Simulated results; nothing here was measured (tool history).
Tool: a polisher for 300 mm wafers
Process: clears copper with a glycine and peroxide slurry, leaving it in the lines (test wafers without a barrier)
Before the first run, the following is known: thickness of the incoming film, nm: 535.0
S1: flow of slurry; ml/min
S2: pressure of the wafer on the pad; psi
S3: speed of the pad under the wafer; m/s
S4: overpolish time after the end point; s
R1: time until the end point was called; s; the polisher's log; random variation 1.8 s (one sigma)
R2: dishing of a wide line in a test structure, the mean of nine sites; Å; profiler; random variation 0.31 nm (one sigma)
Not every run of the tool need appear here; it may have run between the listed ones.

| run | hour | S1 | S2 | S3 | S4 | R1 | R2 |
|---|---|---|---|---|---|---|---|
| 1 | 0 | 245 | 2.8 | 0.88 | 19 | 94.447 | 336.91 |
| 2 | 4.6 | 245 | 2.5 | 0.88 | 16 | 103.16 | 321.93 |
| 3 | 10 | 245 | 2.5 | 1.06 | 16 | 88.077 | 318.7 |
| 4 | 15.8 | 245 | 2.5 | 1.22 | 16 | 78.676 | 329.74 |
| 5 | 16.3 | 240 | 2.2 | 1.16 | 14 | 87.985 | 306.04 |
| 6 | 18.8 | 235 | 2 | 1.1 | 13 | 103.19 | 287.23 |
| 7 | 24 | 230 | 1.8 | 1.1 | 14 | 110.31 | 282.58 |
| 8 | 29.6 | 225 | 1.7 | 1.1 | 15 | 116.71 | 292.32 |
| 9 | 36.1 | 220 | 1.6 | 1.1 | 14 | 120.88 | 277.86 |

Estimate the outcome of run 10 from the log above:
| 10 | 41.5 | 215 | 1.5 | 1.1 | 14 | ? | ? |

Run 10 measured R1 125.67 s, R2 271.44 Å.

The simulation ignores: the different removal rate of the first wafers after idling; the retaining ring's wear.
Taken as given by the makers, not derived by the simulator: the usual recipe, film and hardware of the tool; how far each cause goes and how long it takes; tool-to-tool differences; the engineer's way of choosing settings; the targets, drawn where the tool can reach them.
